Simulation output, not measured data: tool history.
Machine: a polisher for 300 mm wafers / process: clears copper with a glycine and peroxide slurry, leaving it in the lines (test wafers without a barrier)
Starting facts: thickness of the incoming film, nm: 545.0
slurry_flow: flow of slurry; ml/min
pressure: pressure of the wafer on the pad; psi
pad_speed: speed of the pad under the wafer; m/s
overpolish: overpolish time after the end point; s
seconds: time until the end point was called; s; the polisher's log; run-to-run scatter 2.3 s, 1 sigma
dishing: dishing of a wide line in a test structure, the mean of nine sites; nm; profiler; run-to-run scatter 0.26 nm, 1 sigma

Run 1, day 0.000: slurry_flow 175 ml/min, pressure 2.4 psi, pad_speed 1.22 m/s, overpolish 12 s. Result: seconds 121.090 s, dishing 30.067 nm.
Run 2, day 0.146: slurry_flow 175 ml/min, pressure 2.0 psi, pad_speed 1.22 m/s, overpolish 12 s. Result: seconds 143.300 s, dishing 26.697 nm.
Run 3, day 0.467: slurry_flow 175 ml/min, pressure 2.0 psi, pad_speed 1.48 m/s, overpolish 12 s. Result: seconds 118.120 s, dishing 29.582 nm.
Run 4, day 0.767: slurry_flow 175 ml/min, pressure 2.5 psi, pad_speed 1.48 m/s, overpolish 12 s. Result: seconds 99.064 s, dishing 34.366 nm.
Run 5, day 1.012: slurry_flow 175 ml/min, pressure 2.2 psi, pad_speed 1.48 m/s, overpolish 12 s. Result: seconds 113.420 s, dishing 31.720 nm.
Run 6, day 1.246: slurry_flow 175 ml/min, pressure 2.2 psi, pad_speed 1.78 m/s, overpolish 12 s. Result: seconds 95.845 s, dishing 33.647 nm.
Run 7, day 1.521: slurry_flow 175 ml/min, pressure 2.2 psi, pad_speed 1.78 m/s, overpolish 12 s. Result: seconds 97.715 s, dishing 33.475 nm.

Forecast run 8:
At day 1.883: worn pad replaced by a new one.
Run 8, day 1.883: slurry_flow 175 ml/min, pressure 1.9 psi, pad_speed 1.76 m/s, overpolish 12 s. Result: seconds ?, dishing ?.

Run 8 yielded seconds 104.760 s, dishing 32.520 nm.

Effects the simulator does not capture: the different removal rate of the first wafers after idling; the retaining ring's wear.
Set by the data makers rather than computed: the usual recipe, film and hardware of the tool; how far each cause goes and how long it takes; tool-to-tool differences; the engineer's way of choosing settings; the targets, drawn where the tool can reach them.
